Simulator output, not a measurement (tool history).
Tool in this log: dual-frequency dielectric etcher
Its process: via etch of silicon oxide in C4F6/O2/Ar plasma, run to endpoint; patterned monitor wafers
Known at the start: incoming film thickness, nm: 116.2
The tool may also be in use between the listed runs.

run	day	bias power (W)	source power (W)	Ar flow (sccm)	endpoint time (s)
1	0.000	609	450	249	23.247
2	0.171	609	390	249	24.769
3	0.458	609	420	249	23.648
4	0.546	609	450	249	23.311
5	0.738	609	450	206	23.089
6	1.025	581	440	207	23.607
7	1.367	558	430	208	24.173
8	1.642	558	430	208	24.598
9	1.921	558	430	208	24.467

The next listed run, before its measurement:
10	2.017	541	430	208	?

Run 10 came out at endpoint time (s) 24.917.

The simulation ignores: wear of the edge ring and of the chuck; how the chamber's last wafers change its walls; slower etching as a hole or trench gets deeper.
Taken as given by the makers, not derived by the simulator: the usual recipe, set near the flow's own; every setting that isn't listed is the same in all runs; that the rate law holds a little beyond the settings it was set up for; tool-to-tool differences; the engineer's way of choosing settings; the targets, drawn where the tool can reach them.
